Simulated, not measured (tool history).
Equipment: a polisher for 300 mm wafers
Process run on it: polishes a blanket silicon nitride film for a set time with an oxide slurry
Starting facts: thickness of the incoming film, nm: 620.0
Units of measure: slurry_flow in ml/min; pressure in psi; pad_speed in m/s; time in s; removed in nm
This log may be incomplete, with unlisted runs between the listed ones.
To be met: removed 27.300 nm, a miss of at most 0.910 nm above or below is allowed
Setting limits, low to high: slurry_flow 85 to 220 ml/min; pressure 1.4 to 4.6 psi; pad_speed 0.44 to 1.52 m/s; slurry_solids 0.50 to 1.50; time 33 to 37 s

run  hour  slurry_flow  pressure  pad_speed  slurry_solids  time  removed
  1   0.0          140       3.0       0.98           1.00    37   21.942
  2   6.8          145       3.1       0.98           1.00    37   23.668
  3   8.0          145       3.1       0.98           1.00    33   20.600
  4  14.1          145       3.1       0.98           0.80    33   19.348
  5  19.7          145       3.1       0.80           0.80    33   16.308
  6  22.4          120       3.1       0.80           0.80    33   15.744
  7  26.1          130       3.4       0.80           0.80    33   17.491
  8  33.1          140       3.6       0.80           0.80    33   18.355
  9  35.5          140       3.6       0.80           0.80    33   18.675
 10  43.7          140       3.6       0.80           0.80    33   18.661
 11  46.3          145       3.8       0.82           0.80    33   19.894
 12  51.3          150       4.0       0.84           0.80    33   21.362
 13  57.1          150       4.1       0.86           0.80    33   22.159
 14  58.8          155       4.2       0.88           0.80    33   23.409
 15  66.5          155       4.3       0.88           0.80    33   23.985
 16  67.5          180       4.6       0.88           0.80    33   26.022

Exercise: of the 4 proposed moves below, exactly one satisfies all targets within the stated allowed misses. Which move is it?
  A  68.5          195       4.5       0.86           0.90    34        ?
  B  68.5          195       4.6       0.98           0.85    34        ?
  C  68.5          185       4.3       0.98           0.85    35        ?
  D  68.5          205       4.6       0.82           0.95    37        ?

move  removed
   A   26.957
   B   29.999
   C   28.860
   D   29.473
A: all results land within tolerance of their targets
B: takes the biggest miss from the last run beyond its target
C: takes the biggest miss from the last run beyond its target
D: takes the biggest miss from the last run beyond its target
So the answer is move A, the one that meets all the targets.

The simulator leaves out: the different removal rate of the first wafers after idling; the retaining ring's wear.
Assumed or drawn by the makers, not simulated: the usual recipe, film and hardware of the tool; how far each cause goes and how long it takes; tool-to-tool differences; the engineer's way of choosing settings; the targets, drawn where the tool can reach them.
